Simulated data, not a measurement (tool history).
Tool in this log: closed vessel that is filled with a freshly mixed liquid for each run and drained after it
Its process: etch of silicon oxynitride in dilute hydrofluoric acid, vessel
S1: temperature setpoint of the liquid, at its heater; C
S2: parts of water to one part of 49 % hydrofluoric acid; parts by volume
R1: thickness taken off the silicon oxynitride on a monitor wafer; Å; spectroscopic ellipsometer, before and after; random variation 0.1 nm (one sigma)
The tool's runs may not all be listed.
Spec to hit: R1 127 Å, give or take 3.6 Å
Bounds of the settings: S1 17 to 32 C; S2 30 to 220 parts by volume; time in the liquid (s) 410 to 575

{"run": 1, "day": 0.0, "S1": 24, "S2": 125, "time in the liquid (s)": 575, "R1": 198.55}
{"run": 2, "day": 0.333, "S1": 24, "S2": 90, "time in the liquid (s)": 575, "R1": 286.33}
{"run": 3, "day": 0.412, "S1": 24, "S2": 90, "time in the liquid (s)": 410, "R1": 200.64}
{"run": 4, "day": 0.65, "S1": 22, "S2": 90, "time in the liquid (s)": 410, "R1": 187.7}
{"run": 5, "day": 1.0, "S1": 22, "S2": 70, "time in the liquid (s)": 410, "R1": 242.86}
{"run": 6, "day": 1.362, "S1": 22, "S2": 50, "time in the liquid (s)": 410, "R1": 340.45}
{"run": 7, "day": 1.438, "S1": 21.5, "S2": 55, "time in the liquid (s)": 410, "R1": 303.95}
{"run": 8, "day": 1.712, "S1": 21, "S2": 60, "time in the liquid (s)": 410, "R1": 270.5}
{"run": 9, "day": 2.017, "S1": 20.5, "S2": 65, "time in the liquid (s)": 410, "R1": 237.63}
{"run": 10, "day": 2.117, "S1": 20, "S2": 70, "time in the liquid (s)": 410, "R1": 219.71}
{"run": 11, "day": 2.138, "S1": 19.5, "S2": 75, "time in the liquid (s)": 410, "R1": 198.28}

Which one of the following 4 next-run settings gets every result inside its allowed miss? There is exactly one.
{"run": "A", "day": 2.158, "S1": 19.5, "S2": 55, "time in the liquid (s)": 410, "R1": "?"}
{"run": "B", "day": 2.158, "S1": 19, "S2": 110, "time in the liquid (s)": 410, "R1": "?"}
{"run": "C", "day": 2.158, "S1": 20, "S2": 50, "time in the liquid (s)": 480, "R1": "?"}
{"run": "D", "day": 2.158, "S1": 19.5, "S2": 90, "time in the liquid (s)": 575, "R1": "?"}

move=A R1=276.39
move=B R1=129.69
move=C R1=366.28
move=D R1=231.06
A: misses by more than the last run did
B: meets every target
C: misses by more than the last run did
D: misses by more than the last run did
Go with B: it meets all targets.

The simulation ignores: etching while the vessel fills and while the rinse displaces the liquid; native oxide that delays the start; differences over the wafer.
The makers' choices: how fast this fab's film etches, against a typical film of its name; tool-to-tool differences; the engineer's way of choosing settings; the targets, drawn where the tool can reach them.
